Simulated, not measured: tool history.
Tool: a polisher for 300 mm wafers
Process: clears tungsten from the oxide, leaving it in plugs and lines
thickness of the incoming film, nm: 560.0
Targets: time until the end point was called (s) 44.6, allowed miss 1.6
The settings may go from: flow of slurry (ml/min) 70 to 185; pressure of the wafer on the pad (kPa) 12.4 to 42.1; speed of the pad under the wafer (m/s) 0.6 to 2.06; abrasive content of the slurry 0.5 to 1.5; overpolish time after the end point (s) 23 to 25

| run | hour | flow of slurry (ml/min) | pressure of the wafer on the pad (kPa) | speed of the pad under the wafer (m/s) | abrasive content of the slurry | overpolish time after the end point (s) | time until the end point was called (s) |
|---|---|---|---|---|---|---|---|
| 1 | 0 | 120 | 26.9 | 1.32 | 1 | 23 | 70.743 |
| 2 | 7 | 120 | 22.1 | 1.32 | 1 | 23 | 88.784 |
| 3 | 13 | 125 | 26.2 | 1.32 | 1 | 23 | 71.83 |
| 4 | 13.9 | 135 | 29 | 1.32 | 1 | 23 | 63.966 |
| 5 | 19.2 | 135 | 33.1 | 1.32 | 1 | 23 | 56.273 |
| 6 | 20.7 | 160 | 33.1 | 1.32 | 1 | 23 | 54.822 |
| 7 | 28.6 | 160 | 34.5 | 1.32 | 1 | 23 | 53.882 |
| 8 | 29.9 | 160 | 34.5 | 1.32 | 1 | 23 | 54.125 |
| 9 | 35.3 | 160 | 35.9 | 1.32 | 1 | 23 | 51.514 |
| 10 | 43.3 | 160 | 37.2 | 1.32 | 1 | 23 | 50.26 |
| 11 | 45.9 | 160 | 38.6 | 1.32 | 1 | 23 | 47.846 |

5 next moves are on the table. One of them brings every result within its allowed miss. Which?
| A | 48.5 | 125 | 36.5 | 1.18 | 1.35 | 25 | ? |
| B | 48.5 | 130 | 36.5 | 1.32 | 1.05 | 25 | ? |
| C | 48.5 | 165 | 39.3 | 1.24 | 0.95 | 23 | ? |
| D | 48.5 | 165 | 42.1 | 1.26 | 1.1 | 23 | ? |
| E | 48.5 | 155 | 37.2 | 1.24 | 1 | 25 | ? |

| move | time until the end point was called (s) |
|---|---|
| A | 54.632 |
| B | 51.87 |
| C | 50.214 |
| D | 44.64 |
| E | 52.842 |
A: further off than the last run
B: further off than the last run
C: further off than the last run
D: meets every target
E: further off than the last run
Move D is the one to make.
